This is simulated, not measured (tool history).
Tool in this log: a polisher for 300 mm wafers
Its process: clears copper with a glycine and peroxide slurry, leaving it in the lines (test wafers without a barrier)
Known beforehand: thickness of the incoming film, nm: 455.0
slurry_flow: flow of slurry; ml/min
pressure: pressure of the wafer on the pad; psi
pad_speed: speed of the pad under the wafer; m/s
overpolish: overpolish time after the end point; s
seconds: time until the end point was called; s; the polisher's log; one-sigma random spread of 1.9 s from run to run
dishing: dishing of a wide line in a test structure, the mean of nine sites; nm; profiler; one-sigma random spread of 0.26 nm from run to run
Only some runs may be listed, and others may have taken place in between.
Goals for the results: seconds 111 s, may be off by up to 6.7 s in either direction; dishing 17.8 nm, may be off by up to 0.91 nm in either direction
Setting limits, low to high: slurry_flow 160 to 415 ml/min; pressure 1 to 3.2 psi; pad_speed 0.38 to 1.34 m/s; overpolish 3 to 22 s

| run | hour | slurry_flow | pressure | pad_speed | overpolish | seconds | dishing |
|---|---|---|---|---|---|---|---|
| 1 | 0 | 265 | 2.1 | 0.86 | 11 | 108.56 | 38.207 |
| 2 | 7.5 | 265 | 1.9 | 0.86 | 11 | 115.53 | 34.34 |
| 3 | 13.4 | 265 | 1.5 | 0.86 | 11 | 130.47 | 29.69 |
| 4 | 16.2 | 265 | 1.5 | 0.9 | 8 | 129.36 | 23.765 |
| 5 | 22.1 | 270 | 1.5 | 0.96 | 6 | 122.19 | 18.749 |
| 6 | 28.4 | 270 | 1.7 | 0.96 | 6 | 115.14 | 20.386 |
| 7 | 32.6 | 270 | 1.7 | 0.98 | 6 | 114.19 | 20.66 |
| 8 | 34.7 | 270 | 1.8 | 0.98 | 3 | 107.54 | 11.041 |
| 9 | 43.6 | 270 | 1.8 | 0.98 | 3 | 110.65 | 11.06 |
| 10 | 51.3 | 275 | 1.6 | 1.06 | 3 | 110.13 | 11.182 |
| 11 | 52.5 | 270 | 1.7 | 1 | 4 | 109.87 | 14.274 |
| 12 | 60.8 | 270 | 1.6 | 1.04 | 4 | 110.1 | 14.462 |
| 13 | 67 | 270 | 1.5 | 1.06 | 4 | 111.62 | 13.705 |
| 14 | 71 | 265 | 1.7 | 0.98 | 7 | 113.63 | 23.154 |
| 15 | 79.3 | 295 | 1.7 | 0.98 | 7 | 109.03 | 24.366 |
| 16 | 85.4 | 275 | 1.8 | 0.98 | 7 | 106.12 | 24.547 |
| 17 | 90.1 | 250 | 1.9 | 0.98 | 7 | 106.21 | 25.698 |
| 18 | 98.3 | 325 | 1.4 | 1 | 4 | 123.24 | 13.173 |
| 19 | 99.3 | 325 | 1.4 | 1.02 | 4 | 120.62 | 13.103 |
|  | 105.4 | worn pad replaced by a new one |
| 20 | 105.4 | 325 | 1.7 | 1 | 7 | 100.46 | 26.801 |
| 21 | 106.3 | 305 | 1.7 | 0.98 | 7 | 105.23 | 25.9 |
| 22 | 113.2 | 340 | 1.4 | 0.98 | 3 | 116.62 | 10.538 |

Consider the 4 candidate settings below. Which is the only one whose results all fall within their allowed miss of target?
| A | 120.1 | 335 | 1.5 | 0.82 | 7 | ? | ? |
| B | 120.1 | 225 | 1.6 | 1 | 5 | ? | ? |
| C | 120.1 | 370 | 1.7 | 0.86 | 7 | ? | ? |
| D | 120.1 | 330 | 1.3 | 0.98 | 7 | ? | ? |

| move | seconds | dishing |
|---|---|---|
| A | 122.74 | 21.749 |
| B | 106.84 | 18.037 |
| C | 108.95 | 24.309 |
| D | 118.51 | 22.349 |
A: carries the result that was furthest off beyond its target, to the other side
B: every result lands within tolerance
C: carries the result that was furthest off beyond its target, to the other side
D: carries the result that was furthest off beyond its target, to the other side
Answer: B
